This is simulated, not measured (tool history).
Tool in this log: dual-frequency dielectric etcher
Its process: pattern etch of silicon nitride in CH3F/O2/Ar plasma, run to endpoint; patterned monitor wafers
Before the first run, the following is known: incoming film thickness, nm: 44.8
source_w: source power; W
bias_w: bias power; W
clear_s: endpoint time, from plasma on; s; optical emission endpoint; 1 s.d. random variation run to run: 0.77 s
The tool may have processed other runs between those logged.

run	day	source_w	bias_w	clear_s
1	0	370	76	68.401
2	0.254	370	85	65.84
3	0.292	430	85	61.42
4	0.571	480	85	57.006
5	0.629	440	81	60.485
6	0.767	410	76	64.193
7	1.112	380	72	67.126
8	1.204	360	68	71.773
9	1.404	340	66	73.816

What does the tool deliver on the next run?
10	1.546	340	66	?

{"run 10": {"clear_s": 73.254}}
